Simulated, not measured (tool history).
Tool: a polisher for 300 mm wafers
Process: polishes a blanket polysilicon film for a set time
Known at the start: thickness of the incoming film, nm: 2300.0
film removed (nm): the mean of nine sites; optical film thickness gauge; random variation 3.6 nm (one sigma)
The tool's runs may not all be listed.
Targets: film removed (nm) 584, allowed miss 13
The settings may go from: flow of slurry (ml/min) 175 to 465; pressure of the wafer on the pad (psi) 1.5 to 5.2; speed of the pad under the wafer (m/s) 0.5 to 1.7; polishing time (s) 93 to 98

run	day	flow of slurry (ml/min)	pressure of the wafer on the pad (psi)	speed of the pad under the wafer (m/s)	polishing time (s)	film removed (nm)
1	0	295	3.3	1.1	93	1122.5
2	0.267	295	3.3	1.22	93	1254.1
3	0.638	295	3.3	1.46	93	1470.3
4	0.85	285	2.8	1.34	93	1167.1
5	0.958	285	2.8	1.14	93	1000.9
6	1.292	285	2.8	1.14	93	996.96
7	1.408	265	1.8	0.96	93	556.3
8	1.562	275	1.8	0.96	93	565.67
9	1.883	280	1.8	0.96	93	561.64

Which of these 5 next moves meets every target?
A	2.204	280	1.7	0.94	98	?
B	2.204	455	1.6	0.98	93	?
C	2.204	325	1.9	0.8	98	?
D	2.204	270	1.8	0.94	93	?
E	2.204	275	1.8	0.94	98	?

move	film removed (nm)
A	548.47
B	534.51
C	525.86
D	545.29
E	575.76
A: further off than the last run
B: further off than the last run
C: further off than the last run
D: further off than the last run
E: meets every target
The right move is E.
